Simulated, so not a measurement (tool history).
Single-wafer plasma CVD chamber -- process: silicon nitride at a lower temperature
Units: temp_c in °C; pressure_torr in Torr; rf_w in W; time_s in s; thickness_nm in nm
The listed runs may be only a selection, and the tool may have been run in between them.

run	hour	temp_c	pressure_torr	rf_w	time_s	thickness_nm
1	0	335	2.05	360	21.6	30.837
2	2	335	1.82	360	21.6	29.478
3	6.9	335	1.65	345	21.6	27.703
4	12.8	335	1.65	325	21.6	26.846
5	17.8	335	1.53	320	21.6	25.748
6	21.9	335	1.44	320	21.6	25.14
7	26.3	335	1.38	320	21.6	24.559

Run 8 comes next. What will it give?
8	31.3	335	1.36	320	21.6	?

{"run 8": {"thickness_nm": 24.509}}

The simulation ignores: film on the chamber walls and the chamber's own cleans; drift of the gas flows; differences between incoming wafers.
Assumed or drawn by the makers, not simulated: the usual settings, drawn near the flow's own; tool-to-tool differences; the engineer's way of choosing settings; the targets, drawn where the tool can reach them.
